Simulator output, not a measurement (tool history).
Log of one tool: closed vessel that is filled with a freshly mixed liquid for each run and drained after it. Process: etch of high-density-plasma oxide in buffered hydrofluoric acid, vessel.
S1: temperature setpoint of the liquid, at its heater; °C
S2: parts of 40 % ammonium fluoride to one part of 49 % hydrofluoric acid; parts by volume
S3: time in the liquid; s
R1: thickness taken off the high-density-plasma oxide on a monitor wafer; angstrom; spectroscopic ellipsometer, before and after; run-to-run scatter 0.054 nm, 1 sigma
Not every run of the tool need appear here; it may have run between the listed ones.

run 1 hour=0 | S1=21 S2=22 S3=35 | R1=212.71
run 2 hour=7.6 | S1=19 S2=22 S3=35 | R1=189.24
run 3 hour=13.9 | S1=18.5 S2=22 S3=35 | R1=184.1
run 4 hour=19.5 | S1=18.5 S2=22 S3=30 | R1=157.85
run 5 hour=26 | S1=22 S2=22 S3=30 | R1=192.26
run 6 hour=29.2 | S1=22 S2=22 S3=35 | R1=224.52

Predict the results of run 7:
run 7 hour=35.6 | S1=21 S2=22 S3=35 | R1=?

{"run 7": {"R1": 212.45}}

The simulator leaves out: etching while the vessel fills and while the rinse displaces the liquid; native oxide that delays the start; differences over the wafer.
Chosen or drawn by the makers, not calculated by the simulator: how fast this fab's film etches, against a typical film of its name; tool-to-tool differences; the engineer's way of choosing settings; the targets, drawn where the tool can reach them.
